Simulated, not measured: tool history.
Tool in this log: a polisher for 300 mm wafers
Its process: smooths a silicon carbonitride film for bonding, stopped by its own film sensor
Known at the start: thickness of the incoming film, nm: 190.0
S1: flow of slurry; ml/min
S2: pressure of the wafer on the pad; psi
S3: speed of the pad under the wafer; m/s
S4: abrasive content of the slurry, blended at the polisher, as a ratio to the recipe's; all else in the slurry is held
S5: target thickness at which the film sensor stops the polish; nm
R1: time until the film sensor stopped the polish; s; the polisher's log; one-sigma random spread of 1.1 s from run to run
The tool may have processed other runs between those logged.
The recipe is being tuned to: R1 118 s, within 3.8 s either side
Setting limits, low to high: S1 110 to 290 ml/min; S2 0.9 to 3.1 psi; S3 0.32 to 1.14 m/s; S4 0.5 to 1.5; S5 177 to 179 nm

run,day,S1,S2,S3,S4,S5,R1
1,0,185,2,0.72,1,177,63.443
2,0.196,185,2,0.72,1.1,177,61.194
3,0.379,185,2,0.72,1.1,177,61.294
4,0.65,185,1.9,0.72,1.1,177,66.064
5,0.908,185,1.8,0.72,1.1,177,66.689
6,1.154,185,1.8,0.9,1.1,177,60.006
7,1.3,185,1.7,0.88,1.1,177,64.191
8,1.633,185,1.6,0.86,1.1,177,68.483
9,1.846,170,1,0.66,1.1,177,125.32
10,2.142,185,1,0.66,1.1,177,124.06
11,2.217,190,1,0.66,1.1,177,124.58
12,2.258,190,1.1,0.66,1.1,177,114.67

Which of these 4 next moves meets every target?
A,2.3,205,1.2,0.56,1.15,177,?
B,2.3,210,1.3,0.58,0.95,177,?
C,2.3,175,1,0.56,1.1,179,?
D,2.3,190,1.2,0.56,1.2,177,?

move,R1
A,111.3
B,108.89
C,116.66
D,110.72
A: lands further from the targets than the last run did
B: lands further from the targets than the last run did
C: all results in spec
D: lands further from the targets than the last run did
So the answer is move C, the one that meets all the targets.
